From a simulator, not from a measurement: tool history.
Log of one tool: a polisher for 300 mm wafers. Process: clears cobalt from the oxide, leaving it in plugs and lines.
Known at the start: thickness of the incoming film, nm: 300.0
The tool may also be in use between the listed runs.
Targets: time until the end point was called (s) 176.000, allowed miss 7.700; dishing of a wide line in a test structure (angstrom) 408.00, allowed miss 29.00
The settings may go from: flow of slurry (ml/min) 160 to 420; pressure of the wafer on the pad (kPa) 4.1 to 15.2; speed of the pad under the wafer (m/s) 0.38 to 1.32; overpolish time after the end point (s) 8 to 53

run  hour  flow of slurry (ml/min)  pressure of the wafer on the pad (kPa)  speed of the pad under the wafer (m/s)  overpolish time after the end point (s)  time until the end point was called (s)  dishing of a wide line in a test structure (angstrom)
  1   0.0                      270                                     9.7                                    0.84                                       27                                   86.369                                                 555.18
  2   8.8                      225                                     9.7                                    0.84                                       27                                   87.089                                                 514.48
  3  12.4                      175                                     9.7                                    0.84                                       27                                   89.466                                                 520.38
  4  18.7                      225                                     9.7                                    0.84                                       27                                   88.666                                                 512.18
  5  22.9                      225                                     8.3                                    0.82                                       28                                  102.940                                                 501.53
  6  27.4                      160                                     8.3                                    0.82                                       28                                  106.560                                                 490.67
  7  34.5                      160                                     6.9                                    0.80                                       28                                  133.960                                                 433.29
  8  40.5                      160                                     6.2                                    0.80                                       29                                  144.600                                                 414.82
  9  47.6                      160                                     4.1                                    0.78                                       36                                  220.240                                                 367.26
 10  49.2                      160                                     5.5                                    0.78                                       35                                  165.520                                                 442.62
 11  52.4                      160                                     5.5                                    0.78                                       34                                  161.400                                                 431.03
 12  54.9                      160                                     4.8                                    0.78                                       34                                  189.340                                                 383.89
 13  62.2                      160                                     5.5                                    0.78                                       35                                  165.590                                                 435.37
 14  65.5                      160                                     5.5                                    0.78                                       35                                  166.780                                                 439.94
 15  73.6                      160                                     5.5                                    0.78                                       34                                  160.840                                                 435.56
 16  75.9                      160                                     4.8                                    0.78                                       34                                  190.460                                                 396.49
 17  79.4                      160                                     5.5                                    0.78                                       33                                  167.290                                                 414.65

4 next moves are on the table. One of them brings every result within its allowed miss. Which?
  A  82.9                      175                                     6.9                                    0.66                                       32                                        ?                                                      ?
  B  82.9                      160                                    10.3                                    0.44                                       32                                        ?                                                      ?
  C  82.9                      160                                     4.8                                    0.82                                       34                                        ?                                                      ?
  D  82.9                      160                                     5.5                                    0.80                                       31                                        ?                                                      ?

move  time until the end point was called (s)  dishing of a wide line in a test structure (angstrom)
   A                                  152.830                                                 428.72
   B                                  153.030                                                 428.34
   C                                  175.020                                                 410.30
   D                                  158.000                                                 412.07
A: further off than the last run
B: further off than the last run
C: meets every target
D: further off than the last run
Move C is the one to make.

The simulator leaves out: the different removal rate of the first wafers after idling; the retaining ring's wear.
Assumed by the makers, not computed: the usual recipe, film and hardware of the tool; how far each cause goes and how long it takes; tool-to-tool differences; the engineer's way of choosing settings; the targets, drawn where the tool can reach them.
